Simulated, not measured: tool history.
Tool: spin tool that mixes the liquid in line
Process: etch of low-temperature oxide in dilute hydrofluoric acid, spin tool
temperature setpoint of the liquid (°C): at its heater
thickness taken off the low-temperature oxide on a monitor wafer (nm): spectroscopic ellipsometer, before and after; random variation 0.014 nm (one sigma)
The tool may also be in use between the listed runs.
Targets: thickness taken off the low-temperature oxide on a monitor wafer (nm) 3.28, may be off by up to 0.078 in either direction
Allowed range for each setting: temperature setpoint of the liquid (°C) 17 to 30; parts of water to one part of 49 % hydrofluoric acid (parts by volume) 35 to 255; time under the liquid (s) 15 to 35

run  hour  temperature setpoint of the liquid (°C)  parts of water to one part of 49 % hydrofluoric acid (parts by volume)  time under the liquid (s)  thickness taken off the low-temperature oxide on a monitor wafer (nm)
  1     0                                       22                                                                     145                         35                                                                 2.3452
  2   7.5                                       22                                                                     115                         35                                                                 3.0453
  3  14.4                                     22.5                                                                     115                         35                                                                 3.1314
  4  22.8                                     22.5                                                                      75                         35                                                                 5.0071
  5  30.1                                       21                                                                      80                         35                                                                 4.4028
  6  34.7                                       20                                                                      85                         35                                                                  3.942
  7  42.6                                       19                                                                      85                         35                                                                 3.7983
  8  43.9                                     18.5                                                                      85                         35                                                                 3.6997
  9  52.7                                     18.5                                                                      85                         35                                                                 3.7112
 10  59.4                                     18.5                                                                      85                         35                                                                 3.7242
 11  64.1                                       18                                                                      85                         35                                                                 3.6181
 12  67.2                                     17.5                                                                      85                         35                                                                 3.5493

Which single option among these 4 for the next run brings every result within its allowed miss of target? Just one does.
  A  70.3                                       20                                                                      80                         25                                                                      ?
  B  70.3                                       17                                                                      95                         35                                                                      ?
  C  70.3                                       22                                                                     105                         35                                                                      ?
  D  70.3                                     18.5                                                                      95                         35                                                                      ?

move  thickness taken off the low-temperature oxide on a monitor wafer (nm)
   A                                                                 3.0099
   B                                                                 3.0777
   C                                                                  3.385
   D                                                                  3.278
A: carries the result that was furthest off beyond its target, to the other side
B: carries the result that was furthest off beyond its target, to the other side
C: closer than the last run, but not yet in spec
D: meets every target
Correct choice: D, which meets every target
